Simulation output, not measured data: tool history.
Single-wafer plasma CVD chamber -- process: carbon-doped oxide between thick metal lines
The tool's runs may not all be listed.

| run | hour | heater temperature setpoint (deg C) | chamber pressure (Torr) | RF power (kW) | deposition time (s) | mean film thickness on the monitor wafer (nm) |
|---|---|---|---|---|---|---|
| 1 | 0.0 | 365 | 4.96 | 0.380 | 284 | 1154.1 |
| 2 | 2.7 | 365 | 4.96 | 0.420 | 284 | 1268.1 |
| 3 | 11.0 | 357 | 4.96 | 0.420 | 284 | 1289.1 |
| 4 | 19.6 | 348 | 4.96 | 0.420 | 284 | 1325.8 |
| 5 | 24.8 | 347 | 5.21 | 0.430 | 284 | 1366.6 |
| 6 | 29.7 | 346 | 5.42 | 0.440 | 284 | 1396.5 |
| 7 | 32.1 | 345 | 5.46 | 0.450 | 284 | 1431.4 |

Run 8 is up next; what results do you expect?
| 8 | 40.8 | 345 | 5.53 | 0.455 | 284 | ? |

{"run 8": {"mean film thickness on the monitor wafer (nm)": 1446.7}}
